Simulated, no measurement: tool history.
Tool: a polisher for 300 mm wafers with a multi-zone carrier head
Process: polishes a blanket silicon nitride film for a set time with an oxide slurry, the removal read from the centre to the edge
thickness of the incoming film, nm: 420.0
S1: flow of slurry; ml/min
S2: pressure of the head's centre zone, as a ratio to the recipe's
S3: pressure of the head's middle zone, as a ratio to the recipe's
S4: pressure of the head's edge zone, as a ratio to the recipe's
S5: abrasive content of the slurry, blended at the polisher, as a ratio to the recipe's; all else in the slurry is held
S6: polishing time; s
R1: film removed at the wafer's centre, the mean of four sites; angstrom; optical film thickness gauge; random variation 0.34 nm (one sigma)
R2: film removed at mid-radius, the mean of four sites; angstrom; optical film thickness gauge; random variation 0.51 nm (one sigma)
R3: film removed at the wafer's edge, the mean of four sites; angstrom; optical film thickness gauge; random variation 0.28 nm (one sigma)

run	hour	S1	S2	S3	S4	S5	S6	R1	R2	R3
1	0	130	1	1	1	1	68	619.65	615.28	597.87
2	8	105	1	1	1	1	68	599.85	574.72	571.07
3	15.2	100	0.96	0.98	1	0.9	66	507.92	507.73	507.32
4	19.6	95	0.93	0.95	1	0.85	66	455.79	463.74	486.82
5	26.8	90	0.91	0.93	0.97	0.8	66	422.43	414.49	445.71
6	29.6	90	0.89	0.93	0.96	0.8	66	403.69	426.93	443.91
7	34.8	80	0.86	0.83	0.94	0.55	65	231.39	223.9	263.72

Forecast run 8:
8	35.5	100	0.86	0.85	0.98	0.55	65	?	?	?

Run 8 gave R1 248.06 angstrom, R2 246.56 angstrom, R3 276.37 angstrom.
